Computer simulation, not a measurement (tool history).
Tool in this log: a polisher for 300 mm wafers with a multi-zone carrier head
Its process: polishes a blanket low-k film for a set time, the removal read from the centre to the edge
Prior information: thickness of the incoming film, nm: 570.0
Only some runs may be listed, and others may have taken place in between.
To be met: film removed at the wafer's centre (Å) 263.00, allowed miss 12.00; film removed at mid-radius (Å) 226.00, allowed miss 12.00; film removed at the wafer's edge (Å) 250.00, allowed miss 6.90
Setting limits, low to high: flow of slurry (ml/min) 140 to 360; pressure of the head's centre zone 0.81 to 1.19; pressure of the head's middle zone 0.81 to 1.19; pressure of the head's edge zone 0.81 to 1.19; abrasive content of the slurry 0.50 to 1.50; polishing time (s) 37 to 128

run  hour  flow of slurry (ml/min)  pressure of the head's centre zone  pressure of the head's middle zone  pressure of the head's edge zone  abrasive content of the slurry  polishing time (s)  film removed at the wafer's centre (Å)  film removed at mid-radius (Å)  film removed at the wafer's edge (Å)
  1   0.0                      230                                1.00                                1.00                              1.00                            1.00                  82                                  296.08                          291.88                                287.33
  2   1.7                      230                                1.00                                0.96                              1.00                            1.00                  82                                  288.30                          290.25                                289.77
  3   4.4                      230                                1.00                                0.96                              1.00                            1.15                  82                                  316.60                          293.25                                307.64
  4   9.3                      220                                1.03                                0.91                              0.99                            1.05                  79                                  302.37                          261.08                                283.44
  5  16.5                      220                                1.08                                0.91                              0.99                            1.05                  79                                  306.35                          265.69                                278.87
  6  19.6                      220                                1.08                                0.91                              0.94                            1.05                  79                                  312.15                          264.20                                274.72
  7  25.2                      210                                1.05                                0.89                              0.93                            1.00                  79                                  296.66                          255.28                                269.48
  8  27.3                      205                                1.04                                0.87                              0.93                            0.95                  79                                  280.35                          246.00                                262.32
  9  30.9                      200                                1.04                                0.85                              0.92                            0.95                  79                                  282.74                          228.83                                257.80
     35.9  -- edge zone pressure recalibrated
 10  35.9                      195                                1.02                                0.86                              0.91                            0.95                  79                                  274.99                          239.69                                267.25
 11  43.2                      195                                1.03                                0.85                              0.91                            0.90                  79                                  266.06                          231.10                                261.43
 12  44.5                      200                                1.04                                0.85                              0.90                            0.90                  79                                  276.11                          230.20                                257.28
 13  53.1                      195                                1.04                                0.85                              0.89                            0.90                  79                                  272.64                          230.26                                258.60

5 candidate next runs follow, results not yet known. Just one meets every target within its allowed miss. Identify it.
  A  61.7                      175                                1.00                                0.83                              0.90                            0.95                  79                                       ?                               ?                                     ?
  B  61.7                      140                                1.00                                0.82                              0.86                            0.65                  99                                       ?                               ?                                     ?
  C  61.7                      140                                0.92                                0.88                              0.90                            0.75                  86                                       ?                               ?                                     ?
  D  61.7                      235                                1.02                                1.11                              0.89                            0.90                  69                                       ?                               ?                                     ?
  E  61.7                      145                                1.05                                0.86                              0.86                            1.00                  76                                       ?                               ?                                     ?

move  film removed at the wafer's centre (Å)  film removed at mid-radius (Å)  film removed at the wafer's edge (Å)
   A                                  269.14                          229.47                                263.67
   B                                  270.81                          229.78                                264.74
   C                                  231.69                          226.58                                250.60
   D                                  245.89                          260.47                                230.17
   E                                  267.79                          224.61                                248.33
A: lands further from the targets than the last run did
B: lands further from the targets than the last run did
C: the furthest-off result lands on target, but another misses its tolerance
D: moves the result that the last run missed by most past its target, out the other side
E: meets every target
Answer: E

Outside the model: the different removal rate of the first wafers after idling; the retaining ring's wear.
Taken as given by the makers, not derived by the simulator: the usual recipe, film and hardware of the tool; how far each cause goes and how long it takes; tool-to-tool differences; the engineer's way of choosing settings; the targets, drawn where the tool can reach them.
